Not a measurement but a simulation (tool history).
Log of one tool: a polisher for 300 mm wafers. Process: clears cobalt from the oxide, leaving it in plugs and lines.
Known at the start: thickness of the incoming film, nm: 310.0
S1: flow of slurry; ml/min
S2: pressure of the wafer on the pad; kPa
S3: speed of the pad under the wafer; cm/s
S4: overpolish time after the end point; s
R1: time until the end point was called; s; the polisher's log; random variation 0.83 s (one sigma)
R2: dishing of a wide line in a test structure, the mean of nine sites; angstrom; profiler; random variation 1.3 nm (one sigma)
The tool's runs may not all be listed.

{"run": 1, "hour": 0.0, "S1": 305, "S2": 14.5, "S3": 112, "S4": 27, "R1": 62.605, "R2": 582.64}
{"run": 2, "hour": 1.2, "S1": 305, "S2": 14.5, "S3": 112, "S4": 33, "R1": 62.907, "R2": 635.78}
{"run": 3, "hour": 2.2, "S1": 305, "S2": 13.8, "S3": 112, "S4": 33, "R1": 65.252, "R2": 631.38}
{"run": 4, "hour": 10.7, "S1": 305, "S2": 13.1, "S3": 112, "S4": 33, "R1": 70.293, "R2": 603.11}
{"run": 5, "hour": 19.4, "S1": 305, "S2": 15.2, "S3": 112, "S4": 33, "R1": 59.822, "R2": 660.53}
{"run": 6, "hour": 26.5, "S1": 305, "S2": 15.2, "S3": 112, "S4": 26, "R1": 60.403, "R2": 571.11}

Run 7 comes next. What will it give?
{"run": 7, "hour": 34.3, "S1": 305, "S2": 14.5, "S3": 112, "S4": 28, "R1": "?", "R2": "?"}

R1: 62.762 s
R2: 618.61 angstrom
